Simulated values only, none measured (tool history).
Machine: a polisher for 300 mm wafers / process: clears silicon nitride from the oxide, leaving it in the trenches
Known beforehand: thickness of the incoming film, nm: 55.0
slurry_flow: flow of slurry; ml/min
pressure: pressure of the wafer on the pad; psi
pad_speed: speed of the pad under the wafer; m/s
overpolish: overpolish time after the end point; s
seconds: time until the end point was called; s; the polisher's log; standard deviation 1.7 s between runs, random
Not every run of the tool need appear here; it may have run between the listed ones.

Run 1, hour 0.0: slurry_flow 265 ml/min, pressure 2.2 psi, pad_speed 1.10 m/s, overpolish 12 s. Result: seconds 69.734 s.
Run 2, hour 7.0: slurry_flow 265 ml/min, pressure 1.9 psi, pad_speed 1.02 m/s, overpolish 12 s. Result: seconds 84.470 s.
Run 3, hour 11.9: slurry_flow 265 ml/min, pressure 1.7 psi, pad_speed 0.96 m/s, overpolish 12 s. Result: seconds 101.550 s.
Run 4, hour 19.4: slurry_flow 265 ml/min, pressure 1.5 psi, pad_speed 0.94 m/s, overpolish 12 s. Result: seconds 113.940 s.
Run 5, hour 28.3: slurry_flow 265 ml/min, pressure 1.8 psi, pad_speed 0.94 m/s, overpolish 12 s. Result: seconds 98.704 s.
Run 6, hour 33.3: slurry_flow 265 ml/min, pressure 1.8 psi, pad_speed 0.94 m/s, overpolish 9 s. Result: seconds 98.525 s.

Predict the results of run 7:
Run 7, hour 38.2: slurry_flow 265 ml/min, pressure 1.6 psi, pad_speed 0.92 m/s, overpolish 9 s. Result: seconds ?.

Run 7 produced seconds 110.780 s.
